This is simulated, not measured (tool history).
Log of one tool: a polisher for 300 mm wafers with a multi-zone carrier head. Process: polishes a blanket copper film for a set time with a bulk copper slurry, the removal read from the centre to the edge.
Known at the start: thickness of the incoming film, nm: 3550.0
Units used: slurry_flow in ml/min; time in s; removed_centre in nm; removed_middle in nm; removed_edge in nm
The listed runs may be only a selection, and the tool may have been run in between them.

| run | hour | slurry_flow | centre_zone | middle_zone | edge_zone | slurry_solids | time | removed_centre | removed_middle | removed_edge |
|---|---|---|---|---|---|---|---|---|---|---|
| 1 | 0.0 | 285 | 1.00 | 1.00 | 1.00 | 1.00 | 45 | 465.85 | 449.91 | 463.83 |
| 2 | 8.5 | 285 | 1.00 | 1.00 | 1.00 | 1.15 | 45 | 473.15 | 470.09 | 471.40 |
| 3 | 13.3 | 285 | 0.99 | 1.00 | 0.98 | 1.05 | 40 | 408.12 | 417.50 | 409.95 |
| 4 | 15.5 | 285 | 0.99 | 1.00 | 0.98 | 1.05 | 47 | 484.31 | 490.28 | 471.63 |
| 5 | 21.7 | 280 | 0.98 | 0.97 | 0.96 | 0.95 | 42 | 414.02 | 414.13 | 407.91 |
| 6 | 25.0 | 275 | 0.97 | 0.94 | 0.95 | 0.85 | 39 | 374.13 | 371.33 | 371.36 |

For run 7, what comes out?
| 7 | 27.7 | 270 | 0.96 | 0.92 | 0.94 | 0.75 | 37 | ? | ? | ? |

Run 7 measured removed_centre 342.19 nm, removed_middle 337.38 nm, removed_edge 350.30 nm.

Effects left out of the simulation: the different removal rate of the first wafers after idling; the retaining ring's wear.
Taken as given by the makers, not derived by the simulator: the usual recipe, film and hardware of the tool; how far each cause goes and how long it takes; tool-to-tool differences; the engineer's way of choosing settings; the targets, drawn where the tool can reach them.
